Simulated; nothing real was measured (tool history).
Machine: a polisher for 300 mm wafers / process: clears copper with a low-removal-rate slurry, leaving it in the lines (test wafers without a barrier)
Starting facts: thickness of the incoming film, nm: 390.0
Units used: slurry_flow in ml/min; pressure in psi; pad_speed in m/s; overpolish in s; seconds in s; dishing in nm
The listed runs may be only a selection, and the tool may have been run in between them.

run  hour  slurry_flow  pressure  pad_speed  slurry_solids  overpolish  seconds  dishing
  1     0          290       4.1       1.42              1          16   83.278   45.265
  2   5.7          290       3.6       1.42              1          16   92.409   41.526
  3  11.3          290       3.6       1.56              1          16   85.829   44.332
  4  13.2          290       3.6       1.56            1.1          16     82.4   44.976
  5  18.5          290       3.2        1.5            1.1          16   91.897   39.296
  6  22.6          260       3.2        1.5            1.1          16    92.88   40.215
     25.5  -- slurry nozzle cleaned
  7  25.5          260       2.9       1.46            1.1          16   100.44   37.269

Expected results for the next run?
  8  28.1          260       2.7       1.42            1.1          16        ?        ?

Logged for run 8: seconds 113.71 s, dishing 35.779 nm.
